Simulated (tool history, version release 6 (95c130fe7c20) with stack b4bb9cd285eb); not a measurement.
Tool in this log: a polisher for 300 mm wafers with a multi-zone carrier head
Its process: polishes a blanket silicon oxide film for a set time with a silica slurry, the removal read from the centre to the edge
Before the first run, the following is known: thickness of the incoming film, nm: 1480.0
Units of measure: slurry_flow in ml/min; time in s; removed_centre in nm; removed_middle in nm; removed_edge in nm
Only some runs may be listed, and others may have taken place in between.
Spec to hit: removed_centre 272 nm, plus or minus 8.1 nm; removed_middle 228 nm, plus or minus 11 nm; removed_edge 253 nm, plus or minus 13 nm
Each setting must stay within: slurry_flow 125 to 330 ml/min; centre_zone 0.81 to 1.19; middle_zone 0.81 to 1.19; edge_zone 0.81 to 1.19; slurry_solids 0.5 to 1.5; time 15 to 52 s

run,hour,slurry_flow,centre_zone,middle_zone,edge_zone,slurry_solids,time,removed_centre,removed_middle,removed_edge
1,0,210,1,1,1,1,33,151.86,156.75,152.4
2,1.7,210,1,1,1,1,37,171.9,168.46,165.54
3,5.4,210,1,1,1,0.85,37,153.65,149.93,148.44
4,10.1,220,1.04,0.98,1.05,1.05,37,185.19,170.99,180.49
5,13.8,240,1.04,0.98,1.05,1.05,37,187.71,173.49,181.42
6,20.5,245,1.08,0.99,1.08,1.15,37,203.68,184.35,192.46
7,23.6,250,1.1,0.98,1.1,1.25,37,215.58,192.51,203.66
8,24.8,260,1.12,0.97,1.12,1.35,38,237.18,203.61,220.13
9,26,265,1.13,0.97,1.14,1.4,38,246.64,211.72,231.02

Below are 5 possible settings for the next run. Only one of them brings all results inside the allowed miss of their targets. Which is it?
A,27.2,280,1.01,0.84,1.19,1.5,39,?,?,?
B,27.2,265,1,0.84,1.19,1.5,39,?,?,?
C,27.2,290,1.15,0.94,1.14,1.4,37,?,?,?
D,27.2,250,1.04,0.81,1.17,1.45,41,?,?,?
E,27.2,285,1.11,0.94,1.12,1.45,42,?,?,?

move,removed_centre,removed_middle,removed_edge
A,232.07,194.15,247.04
B,228.54,193.23,246.15
C,244.64,196.77,222.77
D,244.96,193.38,252.01
E,271.64,226.51,254.15
A: further off than the last run
B: further off than the last run
C: further off than the last run
D: further off than the last run
E: all results in spec
Correct choice: E, which meets every target
